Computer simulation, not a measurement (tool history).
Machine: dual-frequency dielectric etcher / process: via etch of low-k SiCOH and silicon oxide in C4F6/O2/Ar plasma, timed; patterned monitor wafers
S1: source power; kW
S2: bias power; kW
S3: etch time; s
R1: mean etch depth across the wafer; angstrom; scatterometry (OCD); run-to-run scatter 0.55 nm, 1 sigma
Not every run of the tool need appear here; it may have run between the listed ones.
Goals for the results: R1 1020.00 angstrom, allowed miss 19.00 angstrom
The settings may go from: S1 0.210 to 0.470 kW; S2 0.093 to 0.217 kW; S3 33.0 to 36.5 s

run,hour,S1,S2,S3,R1
1,0.0,0.340,0.155,36.5,955.66
2,6.8,0.350,0.156,36.5,976.11
3,10.8,0.300,0.156,36.5,896.65
4,17.8,0.310,0.157,36.5,912.75
5,24.6,0.310,0.157,33.0,820.64
6,27.1,0.280,0.157,33.0,785.36
7,28.3,0.300,0.158,33.0,816.64
8,36.7,0.360,0.170,33.0,917.39
9,41.2,0.370,0.171,33.0,928.21
10,44.3,0.380,0.172,33.0,947.58
11,49.0,0.390,0.173,33.0,965.26

Which one of the following 4 next-run settings gets every result inside its allowed miss? There is exactly one.
A,53.7,0.350,0.182,33.0,?
B,53.7,0.370,0.151,33.0,?
C,53.7,0.380,0.150,35.0,?
D,53.7,0.410,0.156,35.5,?

move,R1
A,927.31
B,900.14
C,965.73
D,1029.50
A: misses by more than the last run did
B: misses by more than the last run did
C: just as far off the targets as the last run
D: every result within its allowed miss
Move D is the one to make.
